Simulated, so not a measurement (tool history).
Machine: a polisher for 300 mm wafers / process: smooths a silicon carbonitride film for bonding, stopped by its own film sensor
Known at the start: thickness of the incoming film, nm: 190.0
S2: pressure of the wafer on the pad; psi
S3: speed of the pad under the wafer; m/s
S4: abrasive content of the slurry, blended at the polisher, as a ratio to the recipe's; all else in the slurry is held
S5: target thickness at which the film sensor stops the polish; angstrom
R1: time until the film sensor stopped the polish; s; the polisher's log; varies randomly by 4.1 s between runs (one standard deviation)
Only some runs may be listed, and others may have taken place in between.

{"run": 1, "hour": 0.0, "flow of slurry (ml/min)": 220, "S2": 2.6, "S3": 1.06, "S4": 1.0, "S5": 1290, "R1": 220.27}
{"run": 2, "hour": 3.4, "flow of slurry (ml/min)": 220, "S2": 2.5, "S3": 1.06, "S4": 1.0, "S5": 1290, "R1": 226.39}
{"run": 3, "hour": 8.0, "flow of slurry (ml/min)": 220, "S2": 2.4, "S3": 1.06, "S4": 1.0, "S5": 1290, "R1": 225.75}
{"run": 4, "hour": 15.5, "flow of slurry (ml/min)": 220, "S2": 3.0, "S3": 1.06, "S4": 1.0, "S5": 1290, "R1": 203.0}
{"run": 5, "hour": 23.6, "flow of slurry (ml/min)": 220, "S2": 3.0, "S3": 1.06, "S4": 1.0, "S5": 1290, "R1": 199.09}
{"run": 6, "hour": 32.5, "flow of slurry (ml/min)": 220, "S2": 2.8, "S3": 1.04, "S4": 1.0, "S5": 1290, "R1": 213.73}
{"run": 7, "hour": 36.7, "flow of slurry (ml/min)": 220, "S2": 2.7, "S3": 1.02, "S4": 1.0, "S5": 1290, "R1": 223.1}
{"run": 8, "hour": 37.8, "flow of slurry (ml/min)": 220, "S2": 2.6, "S3": 1.02, "S4": 1.0, "S5": 1290, "R1": 225.23}
{"run": 9, "hour": 42.2, "flow of slurry (ml/min)": 220, "S2": 2.5, "S3": 1.0, "S4": 1.0, "S5": 1290, "R1": 235.49}
{"run": 10, "hour": 46.1, "flow of slurry (ml/min)": 220, "S2": 2.4, "S3": 1.0, "S4": 1.0, "S5": 1290, "R1": 236.46}
{"run": 11, "hour": 50.1, "flow of slurry (ml/min)": 220, "S2": 2.3, "S3": 0.98, "S4": 1.0, "S5": 1290, "R1": 250.97}

What does the tool deliver on the next run?
{"run": 12, "hour": 51.0, "flow of slurry (ml/min)": 220, "S2": 1.9, "S3": 0.96, "S4": 1.0, "S5": 1290, "R1": "?"}

For run 12 the tool returned R1 284.82 s.
